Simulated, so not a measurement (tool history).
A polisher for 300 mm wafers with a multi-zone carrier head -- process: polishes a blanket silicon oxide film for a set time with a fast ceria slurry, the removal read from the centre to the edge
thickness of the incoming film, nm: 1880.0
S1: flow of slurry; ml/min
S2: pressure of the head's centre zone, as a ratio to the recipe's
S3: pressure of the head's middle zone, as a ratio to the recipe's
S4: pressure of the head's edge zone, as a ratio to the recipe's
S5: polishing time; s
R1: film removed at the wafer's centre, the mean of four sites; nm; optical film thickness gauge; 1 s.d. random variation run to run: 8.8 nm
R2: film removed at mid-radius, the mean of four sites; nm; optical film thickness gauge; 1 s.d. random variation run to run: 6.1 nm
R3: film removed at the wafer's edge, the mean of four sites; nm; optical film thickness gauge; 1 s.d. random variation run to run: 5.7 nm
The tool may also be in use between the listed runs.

{"run": 1, "hour": 0.0, "S1": 255, "S2": 1, "S3": 1, "S4": 1, "S5": 44, "R1": 574.95, "R2": 556.02, "R3": 577.29}
{"run": 2, "hour": 1.2, "S1": 260, "S2": 1.02, "S3": 1.02, "S4": 1, "S5": 44, "R1": 581.98, "R2": 567.18, "R3": 578.79}
{"run": 3, "hour": 4.9, "S1": 265, "S2": 1.04, "S3": 1.03, "S4": 0.99, "S5": 44, "R1": 590.59, "R2": 574.19, "R3": 580.68}
{"run": 4, "hour": 5.6, "S1": 265, "S2": 1.04, "S3": 0.99, "S4": 0.99, "S5": 44, "R1": 601.25, "R2": 547.07, "R3": 575.03}
{"run": 5, "hour": 7.5, "S1": 270, "S2": 1.06, "S3": 1.01, "S4": 0.98, "S5": 44, "R1": 617.18, "R2": 564.76, "R3": 573.07}
{"run": 6, "hour": 10.5, "S1": 270, "S2": 1.06, "S3": 1.01, "S4": 0.98, "S5": 48, "R1": 659.23, "R2": 615.35, "R3": 613.65}
{"run": 7, "hour": 14.2, "S1": 275, "S2": 1.07, "S3": 1.02, "S4": 0.97, "S5": 48, "R1": 680.86, "R2": 621.66, "R3": 621.54}
{"run": 8, "hour": 16.6, "S1": 280, "S2": 1.08, "S3": 1.03, "S4": 0.96, "S5": 48, "R1": 677.11, "R2": 627.9, "R3": 621.85}
{"run": 9, "hour": 24.0, "S1": 280, "S2": 1.09, "S3": 1.04, "S4": 0.95, "S5": 48, "R1": 702.93, "R2": 626.57, "R3": 619.82}

Estimate the outcome of run 10 from the log above:
{"run": 10, "hour": 26.0, "S1": 280, "S2": 1.09, "S3": 1.05, "S4": 0.94, "S5": 48, "R1": "?", "R2": "?", "R3": "?"}

Run 10 produced R1 688.2 nm, R2 633.78 nm, R3 620.97 nm.

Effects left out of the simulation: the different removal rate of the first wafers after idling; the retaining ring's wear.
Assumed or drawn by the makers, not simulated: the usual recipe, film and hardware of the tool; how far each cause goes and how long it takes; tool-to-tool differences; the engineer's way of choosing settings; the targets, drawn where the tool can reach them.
